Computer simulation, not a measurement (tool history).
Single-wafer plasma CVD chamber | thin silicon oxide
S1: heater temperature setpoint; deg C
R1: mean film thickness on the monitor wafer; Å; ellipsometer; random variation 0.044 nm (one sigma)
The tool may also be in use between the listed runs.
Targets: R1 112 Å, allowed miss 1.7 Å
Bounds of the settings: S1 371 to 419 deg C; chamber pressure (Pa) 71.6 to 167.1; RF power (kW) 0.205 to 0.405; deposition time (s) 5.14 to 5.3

Run 1, hour 0: S1 395 deg C, chamber pressure (Pa) 119.3, RF power (kW) 0.305, deposition time (s) 5.14. Result: R1 100.36 Å.
Run 2, hour 8.1: S1 395 deg C, chamber pressure (Pa) 119.3, RF power (kW) 0.305, deposition time (s) 5.14. Result: R1 100.68 Å.
Run 3, hour 10.1: S1 387 deg C, chamber pressure (Pa) 119.3, RF power (kW) 0.305, deposition time (s) 5.14. Result: R1 101.33 Å.
Run 4, hour 14: S1 387 deg C, chamber pressure (Pa) 123.9, RF power (kW) 0.305, deposition time (s) 5.14. Result: R1 103.63 Å.
Run 5, hour 19.1: S1 387 deg C, chamber pressure (Pa) 127.7, RF power (kW) 0.305, deposition time (s) 5.14. Result: R1 106.16 Å.
Run 6, hour 27.1: S1 387 deg C, chamber pressure (Pa) 130.5, RF power (kW) 0.305, deposition time (s) 5.14. Result: R1 107.12 Å.
Run 7, hour 28.5: S1 387 deg C, chamber pressure (Pa) 133.2, RF power (kW) 0.305, deposition time (s) 5.14. Result: R1 108.74 Å.
Run 8, hour 31.9: S1 387 deg C, chamber pressure (Pa) 134.9, RF power (kW) 0.305, deposition time (s) 5.14. Result: R1 109.55 Å.
Run 9, hour 32.6: S1 387 deg C, chamber pressure (Pa) 136.3, RF power (kW) 0.305, deposition time (s) 5.14. Result: R1 110.08 Å.
Run 10, hour 35.7: S1 387 deg C, chamber pressure (Pa) 137.3, RF power (kW) 0.305, deposition time (s) 5.14. Result: R1 110.07 Å.

5 next moves are on the table. One of them brings every result within its allowed miss. Which?
Run A, hour 38.8: S1 391 deg C, chamber pressure (Pa) 133.3, RF power (kW) 0.305, deposition time (s) 5.17. Result: R1 ?.
Run B, hour 38.8: S1 395 deg C, chamber pressure (Pa) 134.1, RF power (kW) 0.29, deposition time (s) 5.21. Result: R1 ?.
Run C, hour 38.8: S1 393 deg C, chamber pressure (Pa) 144.1, RF power (kW) 0.295, deposition time (s) 5.16. Result: R1 ?.
Run D, hour 38.8: S1 387 deg C, chamber pressure (Pa) 124.5, RF power (kW) 0.325, deposition time (s) 5.14. Result: R1 ?.
Run E, hour 38.8: S1 383 deg C, chamber pressure (Pa) 154.8, RF power (kW) 0.21, deposition time (s) 5.3. Result: R1 ?.

move      R1
   A  108.97
   B  108.07
   C  111.78
   D  106.25
   E  106.75
A: further off than the last run
B: further off than the last run
C: meets every target
D: further off than the last run
E: further off than the last run
The right move is C.
